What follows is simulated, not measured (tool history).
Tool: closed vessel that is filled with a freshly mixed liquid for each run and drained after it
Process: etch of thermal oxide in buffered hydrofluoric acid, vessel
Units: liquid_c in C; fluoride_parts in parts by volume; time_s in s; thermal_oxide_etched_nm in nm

run,hour,liquid_c,fluoride_parts,time_s,thermal_oxide_etched_nm
1,0,23,8,90,118.77
2,3.4,25,8,90,131.14
3,10.8,25,7,90,152.69
4,12.1,23.5,7,90,140.75
5,17.2,23.5,9,90,107.28
6,19.1,23.5,9,95,112.87

Run 7 comes next. What will it give?
7,22,22.5,9,95,?

Run 7 gave thermal_oxide_etched_nm 106.28 nm.
